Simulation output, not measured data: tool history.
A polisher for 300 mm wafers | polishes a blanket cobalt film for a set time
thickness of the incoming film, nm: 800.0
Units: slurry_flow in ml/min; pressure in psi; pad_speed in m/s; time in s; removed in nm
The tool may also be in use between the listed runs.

Run 1, hour 0: slurry_flow 260 ml/min, pressure 1.7 psi, pad_speed 1.2 m/s, time 82 s. Result: removed 357.53 nm.
Run 2, hour 4.2: slurry_flow 225 ml/min, pressure 1.7 psi, pad_speed 1.2 m/s, time 82 s. Result: removed 342.85 nm.
Run 3, hour 12.6: slurry_flow 220 ml/min, pressure 1.6 psi, pad_speed 1.2 m/s, time 82 s. Result: removed 324.66 nm.
Run 4, hour 17: slurry_flow 220 ml/min, pressure 1.6 psi, pad_speed 1.38 m/s, time 82 s. Result: removed 362.56 nm.
Run 5, hour 21: slurry_flow 220 ml/min, pressure 1.6 psi, pad_speed 1.64 m/s, time 82 s. Result: removed 425.63 nm.
Run 6, hour 21.9: slurry_flow 220 ml/min, pressure 1.6 psi, pad_speed 1.64 m/s, time 86 s. Result: removed 444 nm.
Run 7, hour 23.4: slurry_flow 215 ml/min, pressure 1.5 psi, pad_speed 1.62 m/s, time 86 s. Result: removed 417.48 nm.

The next listed run, before its measurement:
Run 8, hour 30.2: slurry_flow 210 ml/min, pressure 1.4 psi, pad_speed 1.6 m/s, time 86 s. Result: removed ?.

removed: 381.22 nm
